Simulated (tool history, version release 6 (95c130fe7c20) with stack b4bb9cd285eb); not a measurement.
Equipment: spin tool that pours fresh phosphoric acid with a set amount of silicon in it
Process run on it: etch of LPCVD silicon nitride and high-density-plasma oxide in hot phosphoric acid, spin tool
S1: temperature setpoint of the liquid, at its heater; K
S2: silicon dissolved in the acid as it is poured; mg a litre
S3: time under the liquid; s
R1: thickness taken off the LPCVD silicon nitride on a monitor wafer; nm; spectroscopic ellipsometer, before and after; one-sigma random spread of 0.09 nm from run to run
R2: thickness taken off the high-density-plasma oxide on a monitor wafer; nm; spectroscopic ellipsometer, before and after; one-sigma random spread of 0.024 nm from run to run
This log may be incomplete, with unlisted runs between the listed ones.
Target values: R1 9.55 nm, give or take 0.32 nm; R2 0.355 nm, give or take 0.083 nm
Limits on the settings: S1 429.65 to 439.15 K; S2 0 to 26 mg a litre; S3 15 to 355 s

run  hour      S1    S2   S3      R1       R2
  1     0  434.15  11.5  180  16.858  0.51201
  2   1.3  434.15  11.5  235  21.801  0.65529
  3   7.9  433.65   8.5  190  17.843  0.61492
  4  13.6  433.65   8.5  135  12.401  0.43117
  5  22.5  434.65   8.5  135  12.797  0.41908
  6  25.6  436.15   8.5  135  13.771  0.47543
  7  27.1  436.15   8.5  135  13.662   0.5208
  8  35.6  435.15   7.5  125   12.36  0.44205
  9  38.7  434.15   6.5  120  11.402  0.36148
 10  41.7  434.65   4.5  110  10.545  0.35689
 11  43.5  434.65     3  110  10.514  0.41055

Which single option among these 5 for the next run brings every result within its allowed miss of target? Just one does.
  A  45.3  437.65   0  110   ?   ?
  B  45.3  435.65  12  110   ?   ?
  C  45.3  435.15  24  125   ?   ?
  D  45.3  434.15  16  125   ?   ?
  E  45.3  434.65   4  100   ?   ?

move      R1       R2
   A  11.941  0.49971
   B  11.178  0.33767
   C  12.492  0.26667
   D  12.083  0.31169
   E  9.8288  0.33831
A: misses by more than the last run did
B: misses by more than the last run did
C: misses by more than the last run did
D: misses by more than the last run did
E: all results land within tolerance of their targets
Move E is the one to make.
